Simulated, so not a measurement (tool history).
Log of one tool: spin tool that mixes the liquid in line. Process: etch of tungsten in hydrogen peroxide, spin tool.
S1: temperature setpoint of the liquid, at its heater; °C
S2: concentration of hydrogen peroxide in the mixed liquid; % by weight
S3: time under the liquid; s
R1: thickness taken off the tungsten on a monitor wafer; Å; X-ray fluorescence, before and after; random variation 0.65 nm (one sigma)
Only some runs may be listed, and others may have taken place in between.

run    day    S1    S2  S3       R1
  1  0.000  53.0  16.0  90   867.21
  2  0.338  58.0  16.0  90  1180.30
  3  0.517  58.0  13.5  90  1066.00
  4  0.654  58.0  16.5  90  1184.10
  5  0.696  58.0  13.5  90  1072.40
  6  0.962  56.5  13.5  90   982.11

Run 7 has not been measured yet. What should we expect?
  7  1.217  55.5  13.5  90   ?

R1: 931.55 Å

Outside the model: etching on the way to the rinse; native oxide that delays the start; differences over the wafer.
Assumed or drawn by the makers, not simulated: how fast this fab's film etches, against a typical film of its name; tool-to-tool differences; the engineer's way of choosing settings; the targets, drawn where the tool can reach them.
